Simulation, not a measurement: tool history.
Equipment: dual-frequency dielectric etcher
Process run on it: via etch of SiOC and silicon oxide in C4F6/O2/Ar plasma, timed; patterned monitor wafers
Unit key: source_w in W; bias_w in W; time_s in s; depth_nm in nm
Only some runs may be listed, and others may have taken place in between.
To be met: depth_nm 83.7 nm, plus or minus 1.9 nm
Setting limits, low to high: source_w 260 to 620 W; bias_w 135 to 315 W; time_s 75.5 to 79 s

run	day	source_w	bias_w	time_s	depth_nm
1	0	440	225	75.5	93.064
2	0.062	440	253	75.5	96.494
3	0.371	410	248	75.5	93.536
4	0.621	410	265	75.5	95.869
5	0.654	410	305	75.5	100.28
6	0.925	470	305	75.5	104.85
7	1.004	430	289	75.5	100.28
8	1.188	390	277	75.5	95.344
9	1.446	360	270	75.5	92.271
10	1.817	340	265	75.5	89.206

Consider the 4 candidate settings below. Which is the only one whose results all fall within their allowed miss of target?
A	2.188	340	258	76	?
B	2.188	320	274	75.5	?
C	2.188	370	245	75.5	?
D	2.188	260	294	75.5	?

move	depth_nm
A	89.645
B	88.903
C	90.283
D	84.567
A: moves away from the targets compared with the last run
B: moves toward the targets from the last run without getting all of them in spec
C: moves away from the targets compared with the last run
D: all results land within tolerance of their targets
D is the move that brings every result within its allowed miss.
